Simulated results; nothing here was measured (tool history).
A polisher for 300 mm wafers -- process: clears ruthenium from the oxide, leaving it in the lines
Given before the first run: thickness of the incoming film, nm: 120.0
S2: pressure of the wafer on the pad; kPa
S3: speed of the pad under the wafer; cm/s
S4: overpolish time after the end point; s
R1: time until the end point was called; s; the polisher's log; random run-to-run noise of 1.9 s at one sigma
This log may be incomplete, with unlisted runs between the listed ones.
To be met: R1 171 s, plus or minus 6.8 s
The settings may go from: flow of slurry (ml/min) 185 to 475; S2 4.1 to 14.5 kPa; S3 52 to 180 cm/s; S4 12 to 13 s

{"run": 1, "hour": 0.0, "flow of slurry (ml/min)": 305, "S2": 9, "S3": 116, "S4": 12, "R1": 144.57}
{"run": 2, "hour": 5.7, "flow of slurry (ml/min)": 305, "S2": 9, "S3": 136, "S4": 12, "R1": 123.29}
{"run": 3, "hour": 6.4, "flow of slurry (ml/min)": 265, "S2": 9, "S3": 136, "S4": 12, "R1": 123.4}
{"run": 4, "hour": 14.8, "flow of slurry (ml/min)": 295, "S2": 9, "S3": 136, "S4": 12, "R1": 121.42}
{"run": 5, "hour": 19.9, "flow of slurry (ml/min)": 295, "S2": 9, "S3": 118, "S4": 12, "R1": 140.58}
{"hour": 22.8, "done": "slurry nozzle cleaned"}
{"run": 6, "hour": 22.8, "flow of slurry (ml/min)": 295, "S2": 8.3, "S3": 118, "S4": 12, "R1": 144.81}
{"run": 7, "hour": 31.7, "flow of slurry (ml/min)": 295, "S2": 7.6, "S3": 118, "S4": 12, "R1": 152.8}
{"run": 8, "hour": 35.3, "flow of slurry (ml/min)": 295, "S2": 6.9, "S3": 116, "S4": 12, "R1": 163.01}

Pick the move, out of 4, that brings all results within their allowed miss; only one does.
{"run": "A", "hour": 38.9, "flow of slurry (ml/min)": 310, "S2": 6.9, "S3": 110, "S4": 12, "R1": "?"}
{"run": "B", "hour": 38.9, "flow of slurry (ml/min)": 260, "S2": 6.9, "S3": 120, "S4": 12, "R1": "?"}
{"run": "C", "hour": 38.9, "flow of slurry (ml/min)": 395, "S2": 8.3, "S3": 114, "S4": 12, "R1": "?"}
{"run": "D", "hour": 38.9, "flow of slurry (ml/min)": 275, "S2": 6.2, "S3": 134, "S4": 13, "R1": "?"}

move=A R1=169.83
move=B R1=157.65
move=C R1=146.26
move=D R1=149.15
A: all results in spec
B: its largest miss is bigger than the last run's
C: its largest miss is bigger than the last run's
D: its largest miss is bigger than the last run's
A is the move that brings every result within its allowed miss.

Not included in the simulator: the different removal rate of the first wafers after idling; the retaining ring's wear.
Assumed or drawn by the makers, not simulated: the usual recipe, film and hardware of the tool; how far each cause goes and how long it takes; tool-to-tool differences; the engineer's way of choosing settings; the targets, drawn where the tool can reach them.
